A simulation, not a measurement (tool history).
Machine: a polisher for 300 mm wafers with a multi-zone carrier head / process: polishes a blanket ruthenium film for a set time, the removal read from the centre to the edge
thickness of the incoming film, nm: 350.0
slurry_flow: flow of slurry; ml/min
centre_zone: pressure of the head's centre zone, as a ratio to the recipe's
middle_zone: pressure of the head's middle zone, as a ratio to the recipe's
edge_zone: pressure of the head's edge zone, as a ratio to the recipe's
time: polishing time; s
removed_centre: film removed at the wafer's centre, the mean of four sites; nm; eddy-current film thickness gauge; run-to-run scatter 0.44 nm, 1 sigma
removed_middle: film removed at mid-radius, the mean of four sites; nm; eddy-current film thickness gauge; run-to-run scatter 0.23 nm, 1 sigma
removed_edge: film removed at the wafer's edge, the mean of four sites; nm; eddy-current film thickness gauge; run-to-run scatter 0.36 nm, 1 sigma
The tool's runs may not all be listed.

run 1 day=0 | slurry_flow=280 centre_zone=1 middle_zone=1 edge_zone=1 time=42 | removed_centre=25.251 removed_middle=26.475 removed_edge=25.634
run 2 day=0.217 | slurry_flow=280 centre_zone=1 middle_zone=1 edge_zone=0.97 time=42 | removed_centre=25.626 removed_middle=26.221 removed_edge=25.474
run 3 day=0.242 | slurry_flow=315 centre_zone=1 middle_zone=1 edge_zone=0.97 time=42 | removed_centre=25.939 removed_middle=26.503 removed_edge=25.18
run 4 day=0.542 | slurry_flow=315 centre_zone=1.06 middle_zone=1 edge_zone=0.97 time=42 | removed_centre=27.415 removed_middle=26.358 removed_edge=25.256
run 5 day=0.854 | slurry_flow=315 centre_zone=1.11 middle_zone=1 edge_zone=0.97 time=42 | removed_centre=28.259 removed_middle=26.756 removed_edge=25.33
run 6 day=0.9 | slurry_flow=325 centre_zone=1.13 middle_zone=0.97 edge_zone=0.98 time=45 | removed_centre=31.163 removed_middle=27.454 removed_edge=27.851

For run 7, what comes out?
run 7 day=1.262 | slurry_flow=335 centre_zone=1.15 middle_zone=0.96 edge_zone=0.98 time=47 | removed_centre=? removed_middle=? removed_edge=?

removed_centre: 34.254 nm
removed_middle: 28.794 nm
removed_edge: 28.372 nm
